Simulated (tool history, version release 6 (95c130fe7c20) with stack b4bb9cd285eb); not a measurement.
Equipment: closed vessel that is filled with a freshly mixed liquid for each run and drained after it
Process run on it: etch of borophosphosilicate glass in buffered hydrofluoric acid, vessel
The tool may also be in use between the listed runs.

run  hour  temperature setpoint of the liquid (C)  parts of 40 % ammonium fluoride to one part of 49 % hydrofluoric acid (parts by volume)  time in the liquid (s)  thickness taken off the borophosphosilicate glass on a monitor wafer (angstrom)
  1     0                                      23                                                                                      8.5                      90                                                                           2041.5
  2   8.1                                      23                                                                                        7                      90                                                                           2542.3
  3  17.2                                      23                                                                                        5                      90                                                                           3425.8
  4  25.6                                      23                                                                                        7                      90                                                                             2564
  5    31                                      24                                                                                        7                      90                                                                           2695.9
  6  34.2                                    24.5                                                                                        7                      90                                                                           2774.9
  7  42.7                                      25                                                                                        7                      90                                                                           2858.7

Predict the results of run 8:
  8  48.8                                      29                                                                                        7                      90                                                                                ?

{"run 8": {"thickness taken off the borophosphosilicate glass on a monitor wafer (angstrom)": 3513.7}}
